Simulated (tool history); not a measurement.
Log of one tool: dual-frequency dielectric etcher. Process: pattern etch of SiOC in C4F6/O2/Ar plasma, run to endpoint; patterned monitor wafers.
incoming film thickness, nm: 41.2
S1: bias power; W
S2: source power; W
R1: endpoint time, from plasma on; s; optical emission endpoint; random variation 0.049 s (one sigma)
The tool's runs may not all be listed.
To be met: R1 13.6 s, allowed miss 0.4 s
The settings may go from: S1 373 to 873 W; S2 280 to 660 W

| run | hour | S1 | S2 | R1 |
|---|---|---|---|---|
| 1 | 0 | 623 | 470 | 10.921 |
| 2 | 5.1 | 583 | 450 | 11.405 |
| 3 | 10.8 | 550 | 430 | 11.844 |
| 4 | 15.8 | 603 | 430 | 11.581 |
| 5 | 24 | 576 | 410 | 11.947 |
| 6 | 26.2 | 647 | 410 | 11.672 |
| 7 | 28.9 | 625 | 390 | 12.001 |
| 8 | 31.2 | 602 | 380 | 12.326 |
| 9 | 33.6 | 582 | 370 | 12.654 |
| 10 | 40.2 | 567 | 370 | 12.719 |
| 11 | 45.8 | 553 | 370 | 12.846 |
| 12 | 48.5 | 541 | 370 | 12.876 |
|  | 52.9 | wet clean of the chamber |
| 13 | 52.9 | 464 | 340 | 14.784 |
| 14 | 61.4 | 464 | 340 | 14.695 |
| 15 | 69.5 | 477 | 340 | 14.504 |

Which of these 4 next moves meets every target?
| A | 77.6 | 477 | 440 | ? |
| B | 77.6 | 496 | 340 | ? |
| C | 77.6 | 483 | 380 | ? |
| D | 77.6 | 555 | 420 | ? |

| move | R1 |
|---|---|
| A | 12.71 |
| B | 14.417 |
| C | 13.666 |
| D | 12.485 |
A: takes the result that was furthest off past its target
B: nearer than the last run, and not there yet
C: meets every target
D: takes the result that was furthest off past its target
Answer: C

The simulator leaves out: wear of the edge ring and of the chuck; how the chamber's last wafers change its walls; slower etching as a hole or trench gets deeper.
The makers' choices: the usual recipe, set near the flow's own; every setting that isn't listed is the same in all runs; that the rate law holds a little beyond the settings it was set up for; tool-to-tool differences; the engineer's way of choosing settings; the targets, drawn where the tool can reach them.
